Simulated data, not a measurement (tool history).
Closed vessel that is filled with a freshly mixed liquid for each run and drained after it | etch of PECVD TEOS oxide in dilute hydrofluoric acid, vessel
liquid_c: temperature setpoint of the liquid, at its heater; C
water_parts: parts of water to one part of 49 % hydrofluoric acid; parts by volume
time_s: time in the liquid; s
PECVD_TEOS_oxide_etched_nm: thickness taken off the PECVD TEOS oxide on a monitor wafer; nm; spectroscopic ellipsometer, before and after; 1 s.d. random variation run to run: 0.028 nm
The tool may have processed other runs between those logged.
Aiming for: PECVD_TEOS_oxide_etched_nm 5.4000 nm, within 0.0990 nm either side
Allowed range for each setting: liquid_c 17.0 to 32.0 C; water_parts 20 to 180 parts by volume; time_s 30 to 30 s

run,hour,liquid_c,water_parts,time_s,PECVD_TEOS_oxide_etched_nm
1,0.0,24.0,100,30,3.6902
2,8.6,24.0,100,30,3.7012
3,12.3,25.0,100,30,3.8547
4,13.9,23.5,100,30,3.6437
5,21.1,24.5,100,30,3.7946
6,21.9,24.5,70,30,5.6793
# hour 26.4: thermometer replaced
7,26.4,24.0,70,30,6.1388
8,29.0,23.5,70,30,5.9783
9,36.1,23.0,70,30,5.7951
10,43.5,22.5,70,30,5.7034
11,49.7,22.0,70,30,5.6131

Of the 5 settings listed for the next run, only one would bring every result within its allowed miss of target. Which one?
A,55.9,22.0,75,30,?
B,55.9,20.5,65,30,?
C,55.9,24.0,70,30,?
D,55.9,25.5,75,30,?
E,55.9,24.5,80,30,?

move,PECVD_TEOS_oxide_etched_nm
A,5.1778
B,5.6823
C,6.0570
D,5.9653
E,5.3386
A: takes the biggest miss from the last run beyond its target
B: its largest miss is bigger than the last run's
C: its largest miss is bigger than the last run's
D: its largest miss is bigger than the last run's
E: every result lands within tolerance
The right move is E.

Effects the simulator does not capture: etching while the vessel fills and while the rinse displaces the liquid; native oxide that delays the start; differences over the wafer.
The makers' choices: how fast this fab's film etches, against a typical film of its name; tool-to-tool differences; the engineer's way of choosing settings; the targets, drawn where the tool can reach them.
